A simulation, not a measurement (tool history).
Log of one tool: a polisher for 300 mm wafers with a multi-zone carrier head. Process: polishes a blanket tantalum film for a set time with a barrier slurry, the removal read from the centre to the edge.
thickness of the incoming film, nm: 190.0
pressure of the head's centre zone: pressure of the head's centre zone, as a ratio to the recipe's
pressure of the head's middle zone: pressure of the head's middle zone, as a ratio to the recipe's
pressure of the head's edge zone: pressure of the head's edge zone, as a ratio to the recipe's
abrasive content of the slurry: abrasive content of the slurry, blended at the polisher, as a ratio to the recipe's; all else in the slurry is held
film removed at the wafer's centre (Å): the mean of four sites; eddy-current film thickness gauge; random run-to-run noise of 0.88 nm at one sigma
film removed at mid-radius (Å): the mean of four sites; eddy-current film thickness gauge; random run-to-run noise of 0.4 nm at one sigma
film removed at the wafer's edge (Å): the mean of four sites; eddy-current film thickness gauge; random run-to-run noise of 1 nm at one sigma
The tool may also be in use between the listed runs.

| run | hour | flow of slurry (ml/min) | pressure of the head's centre zone | pressure of the head's middle zone | pressure of the head's edge zone | abrasive content of the slurry | polishing time (s) | film removed at the wafer's centre (Å) | film removed at mid-radius (Å) | film removed at the wafer's edge (Å) |
|---|---|---|---|---|---|---|---|---|---|---|
| 1 | 0 | 165 | 1 | 1 | 1 | 1 | 59 | 515.7 | 499.58 | 494.93 |
| 2 | 4 | 165 | 0.93 | 1 | 1 | 1 | 59 | 451.8 | 501.14 | 502.33 |
| 3 | 10.7 | 170 | 0.94 | 1 | 1.03 | 1.1 | 60 | 503 | 530.78 | 533.78 |
| 4 | 17.9 | 175 | 0.93 | 0.99 | 1.06 | 1.2 | 61 | 525.48 | 556.96 | 563.29 |
| 5 | 25.3 | 180 | 0.92 | 0.98 | 1.08 | 1.25 | 62 | 533.36 | 560.41 | 584.86 |
| 6 | 26.5 | 180 | 0.92 | 0.95 | 1.08 | 1.25 | 62 | 523.97 | 545.26 | 595.93 |

Expected results for the next run?
| 7 | 33.3 | 185 | 0.92 | 0.95 | 1.1 | 1.3 | 63 | ? | ? | ? |

film removed at the wafer's centre (Å): 555.9
film removed at mid-radius (Å): 562.63
film removed at the wafer's edge (Å): 605.33
